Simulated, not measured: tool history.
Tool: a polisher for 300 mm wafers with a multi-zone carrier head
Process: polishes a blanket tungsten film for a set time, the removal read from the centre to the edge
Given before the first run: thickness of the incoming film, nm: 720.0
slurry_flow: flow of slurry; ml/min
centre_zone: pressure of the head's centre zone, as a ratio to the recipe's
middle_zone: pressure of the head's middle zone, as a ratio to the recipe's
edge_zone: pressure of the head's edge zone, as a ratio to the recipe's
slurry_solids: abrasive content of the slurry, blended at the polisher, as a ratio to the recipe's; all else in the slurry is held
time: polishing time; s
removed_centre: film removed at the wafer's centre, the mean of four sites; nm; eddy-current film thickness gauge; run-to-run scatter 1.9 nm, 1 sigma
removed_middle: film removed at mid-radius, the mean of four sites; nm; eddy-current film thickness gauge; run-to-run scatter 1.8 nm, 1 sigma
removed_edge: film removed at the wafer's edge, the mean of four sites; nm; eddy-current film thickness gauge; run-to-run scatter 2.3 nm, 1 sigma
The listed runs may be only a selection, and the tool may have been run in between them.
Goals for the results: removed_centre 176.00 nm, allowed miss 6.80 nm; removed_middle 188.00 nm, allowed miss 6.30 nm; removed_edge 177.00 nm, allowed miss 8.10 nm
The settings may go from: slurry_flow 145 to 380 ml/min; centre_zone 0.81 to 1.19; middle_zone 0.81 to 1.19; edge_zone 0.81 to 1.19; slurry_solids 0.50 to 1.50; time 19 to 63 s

run,hour,slurry_flow,centre_zone,middle_zone,edge_zone,slurry_solids,time,removed_centre,removed_middle,removed_edge
1,0.0,245,1.00,1.00,1.00,1.00,41,235.15,231.20,231.83
2,7.8,245,0.97,1.00,0.96,0.85,40,214.60,218.91,209.91
3,8.8,245,0.97,1.00,0.96,1.00,40,220.92,227.39,216.38
4,17.6,240,0.93,0.96,0.92,0.90,40,205.02,214.04,208.42
5,22.9,235,0.92,0.95,0.89,0.80,40,200.94,209.23,201.09
6,24.7,235,0.92,1.02,0.89,0.80,40,197.70,218.95,203.84
7,29.7,240,0.91,1.00,0.87,0.70,39,185.00,201.11,191.26
8,32.3,240,0.91,1.00,0.85,0.65,39,184.08,199.09,184.00
9,33.0,240,0.90,0.99,0.84,0.65,39,180.68,199.33,177.23
10,40.4,235,0.90,0.97,0.85,0.65,39,180.90,196.69,182.17

Which one of the following 5 next-run settings gets every result inside its allowed miss? There is exactly one.
A,47.8,160,0.90,0.95,0.81,0.50,43,?,?,?
B,47.8,285,1.00,1.13,0.81,0.80,34,?,?,?
C,47.8,245,0.88,1.03,0.81,0.90,37,?,?,?
D,47.8,255,0.96,1.07,0.81,0.60,38,?,?,?
E,47.8,250,0.92,1.00,0.81,0.70,39,?,?,?

move,removed_centre,removed_middle,removed_edge
A,178.28,188.13,183.01
B,188.21,204.85,168.46
C,181.49,208.24,186.20
D,187.24,203.04,175.55
E,189.72,202.95,186.08
A: all results land within tolerance of their targets
B: further off than the last run
C: further off than the last run
D: further off than the last run
E: further off than the last run
A meets every target.
